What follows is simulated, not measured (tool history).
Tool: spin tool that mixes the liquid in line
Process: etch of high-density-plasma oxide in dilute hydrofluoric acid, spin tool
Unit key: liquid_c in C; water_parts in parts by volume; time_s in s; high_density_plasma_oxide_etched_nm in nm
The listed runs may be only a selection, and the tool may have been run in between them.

run	hour	liquid_c	water_parts	time_s	high_density_plasma_oxide_etched_nm
1	0	26	250	280	12.659
2	1.1	25.5	255	280	12.059
3	6.7	25	260	280	11.605
4	14.1	24.5	265	280	11.152
5	22.9	24	270	280	10.712
6	25.8	25.5	270	280	11.254
7	33.5	25.5	270	280	11.278
8	34.5	25	275	280	10.799
9	41.8	24.5	280	280	10.279
10	48.9	24	280	280	10.178
11	52.5	23.5	280	280	10.004

What does the tool deliver on the next run?
12	57.1	23	280	280	?

high_density_plasma_oxide_etched_nm: 9.8545 nm

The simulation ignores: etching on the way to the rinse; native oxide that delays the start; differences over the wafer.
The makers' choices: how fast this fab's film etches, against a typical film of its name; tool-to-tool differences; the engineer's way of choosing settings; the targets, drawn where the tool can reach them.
